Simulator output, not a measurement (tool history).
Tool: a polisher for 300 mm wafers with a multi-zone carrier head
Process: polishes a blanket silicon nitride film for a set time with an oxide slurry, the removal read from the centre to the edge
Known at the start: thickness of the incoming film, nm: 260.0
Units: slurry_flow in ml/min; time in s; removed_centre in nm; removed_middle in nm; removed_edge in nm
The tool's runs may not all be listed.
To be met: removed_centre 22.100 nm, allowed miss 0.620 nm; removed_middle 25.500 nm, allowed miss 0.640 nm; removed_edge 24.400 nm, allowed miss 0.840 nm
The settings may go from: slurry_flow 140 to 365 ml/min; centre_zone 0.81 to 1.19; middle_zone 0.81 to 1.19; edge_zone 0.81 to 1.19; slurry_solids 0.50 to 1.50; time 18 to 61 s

run  hour  slurry_flow  centre_zone  middle_zone  edge_zone  slurry_solids  time  removed_centre  removed_middle  removed_edge
  1   0.0          235         1.00         1.00       1.00           1.00    39          15.940          16.008        16.982
  2   4.6          235         1.00         1.00       1.00           0.90    39          15.342          15.422        16.034
  3  11.9          260         1.00         1.00       1.00           0.90    39          15.622          15.656        16.424
  4  16.4          270         1.00         1.04       1.01           1.00    39          16.360          16.807        17.552
  5  20.8          270         1.00         1.07       0.99           1.10    40          17.523          17.990        18.170
     28.3  -- slurry nozzle cleaned
  6  28.3          270         1.00         1.02       0.99           1.10    40          18.705          18.733        19.259
  7  34.3          285         0.96         1.01       0.97           1.15    40          18.277          19.163        19.523
  8  41.6          300         0.95         1.02       0.96           1.20    40          18.588          19.501        19.710

Which of these 4 next moves meets every target?
  A  48.9          305         0.92         0.91       1.13           1.05    33               ?               ?             ?
  B  48.9          365         0.88         1.05       0.92           1.35    48               ?               ?             ?
  C  48.9          340         0.92         1.03       0.88           1.00    54               ?               ?             ?
  D  48.9          305         1.00         1.04       1.05           1.35    46               ?               ?             ?

move  removed_centre  removed_middle  removed_edge
   A          14.154          14.604        16.611
   B          21.870          25.518        24.480
   C          23.019          25.413        24.273
   D          23.427          23.917        24.450
A: further off than the last run
B: meets every target
C: brings the result that was furthest off to its target, and leaves another outside
D: nearer than the last run, and not there yet
Answer: B

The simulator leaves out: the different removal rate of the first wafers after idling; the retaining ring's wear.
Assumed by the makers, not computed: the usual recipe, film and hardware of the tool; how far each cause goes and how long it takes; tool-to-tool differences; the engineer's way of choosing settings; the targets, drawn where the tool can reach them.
